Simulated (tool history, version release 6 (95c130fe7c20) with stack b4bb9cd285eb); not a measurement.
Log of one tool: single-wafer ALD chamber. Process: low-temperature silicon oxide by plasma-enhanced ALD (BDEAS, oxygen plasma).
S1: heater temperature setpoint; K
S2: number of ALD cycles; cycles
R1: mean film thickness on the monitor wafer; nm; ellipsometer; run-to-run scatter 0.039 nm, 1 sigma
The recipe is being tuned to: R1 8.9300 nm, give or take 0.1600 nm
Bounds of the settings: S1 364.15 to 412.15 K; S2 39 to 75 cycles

run	hour	S1	S2	R1
1	0.0	388.15	57	7.6877
2	4.9	388.15	51	6.9492
3	10.5	394.15	51	6.8119
4	11.2	392.15	53	7.1426
5	18.0	392.15	60	8.0714
6	20.8	391.15	61	8.2911
7	26.6	390.15	61	8.2490
8	27.8	389.15	62	8.4836
9	31.3	388.15	62	8.4733
10	40.3	388.15	62	8.4490
11	48.8	388.15	62	8.3901
12	54.1	388.15	64	8.6494

5 candidate next runs follow, results not yet known. Just one meets every target within its allowed miss. Identify it.
A	59.4	383.15	68	?
B	59.4	392.15	69	?
C	59.4	379.15	69	?
D	59.4	382.15	61	?
E	59.4	406.15	68	?

move	R1
A	9.3105
B	9.3097
C	9.5086
D	8.3656
E	8.9637
A: pushes the last run's worst result past its target
B: pushes the last run's worst result past its target
C: pushes the last run's worst result past its target
D: its largest miss is bigger than the last run's
E: all results land within tolerance of their targets
So the answer is move E, the one that meets all the targets.
